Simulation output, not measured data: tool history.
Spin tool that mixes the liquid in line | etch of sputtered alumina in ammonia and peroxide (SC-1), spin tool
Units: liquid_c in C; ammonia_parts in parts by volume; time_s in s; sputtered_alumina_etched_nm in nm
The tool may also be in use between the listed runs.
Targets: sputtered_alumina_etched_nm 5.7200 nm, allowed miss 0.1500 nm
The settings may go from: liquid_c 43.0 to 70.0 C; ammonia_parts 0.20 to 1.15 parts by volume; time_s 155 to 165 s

run,hour,liquid_c,ammonia_parts,time_s,sputtered_alumina_etched_nm
1,0.0,59.0,0.65,155,9.7881
2,0.7,63.5,0.65,155,12.3370
3,5.9,58.5,0.65,155,9.6480
4,9.1,58.5,0.65,165,10.1280
5,16.7,58.5,0.80,165,10.2090
6,24.3,55.0,0.80,165,8.6097
7,25.1,52.5,0.80,165,7.5365
8,26.1,50.5,0.80,165,6.7582
9,27.9,47.0,0.80,165,5.5682

Which of these 4 next moves meets every target?
A,29.7,49.5,0.80,155,?
B,29.7,50.0,0.90,155,?
C,29.7,47.0,1.05,165,?
D,29.7,49.0,0.90,160,?

move,sputtered_alumina_etched_nm
A,6.0048
B,6.2418
C,5.7079
D,6.0975
A: takes the result that was furthest off past its target
B: takes the result that was furthest off past its target
C: meets every target
D: takes the result that was furthest off past its target
Move C is the one to make.

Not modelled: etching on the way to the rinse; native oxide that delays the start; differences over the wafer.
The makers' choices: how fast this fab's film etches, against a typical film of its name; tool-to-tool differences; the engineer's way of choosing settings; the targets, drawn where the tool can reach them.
